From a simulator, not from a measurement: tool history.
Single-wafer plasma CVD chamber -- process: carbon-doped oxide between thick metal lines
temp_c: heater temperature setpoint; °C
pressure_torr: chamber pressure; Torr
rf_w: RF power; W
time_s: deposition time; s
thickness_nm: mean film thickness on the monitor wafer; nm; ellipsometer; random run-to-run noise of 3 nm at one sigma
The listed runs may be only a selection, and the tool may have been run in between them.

run	hour	temp_c	pressure_torr	rf_w	time_s	thickness_nm
1	0.0	330	6.71	545	168	1052.1
2	2.4	324	6.71	545	168	1074.5
3	11.1	328	6.71	545	168	1061.6
4	17.4	326	6.81	560	168	1088.4
5	20.5	325	6.91	570	168	1103.8
6	27.6	324	6.99	580	168	1119.7

Predict the results of run 7:
7	35.4	323	7.06	590	168	?

thickness_nm: 1138.7 nm
